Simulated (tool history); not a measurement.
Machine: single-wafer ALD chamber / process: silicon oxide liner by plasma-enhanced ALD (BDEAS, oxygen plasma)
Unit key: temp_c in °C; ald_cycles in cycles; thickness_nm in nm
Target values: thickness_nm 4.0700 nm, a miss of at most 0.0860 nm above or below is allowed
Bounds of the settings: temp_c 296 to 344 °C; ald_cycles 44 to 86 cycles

| run | day | temp_c | ald_cycles | thickness_nm |
|---|---|---|---|---|
| 1 | 0.000 | 320 | 65 | 5.5219 |
| 2 | 0.292 | 330 | 65 | 5.4428 |
| 3 | 0.538 | 330 | 61 | 5.1132 |
| 4 | 0.854 | 335 | 61 | 5.0758 |
| 5 | 1.208 | 341 | 61 | 5.0305 |
| 6 | 1.546 | 342 | 57 | 4.6799 |
| 7 | 1.854 | 343 | 47 | 3.8832 |
| 8 | 1.925 | 343 | 48 | 3.9448 |

Below are 5 possible settings for the next run. Only one of them brings all results inside the allowed miss of their targets. Which is it?
| A | 1.996 | 344 | 46 | ? |
| B | 1.996 | 332 | 49 | ? |
| C | 1.996 | 338 | 45 | ? |
| D | 1.996 | 344 | 47 | ? |
| E | 1.996 | 332 | 46 | ? |

| move | thickness_nm |
|---|---|
| A | 3.7963 |
| B | 4.1154 |
| C | 3.7466 |
| D | 3.8788 |
| E | 3.8634 |
A: further off than the last run
B: each result inside its tolerance
C: further off than the last run
D: further off than the last run
E: further off than the last run
Correct choice: B, which meets every target
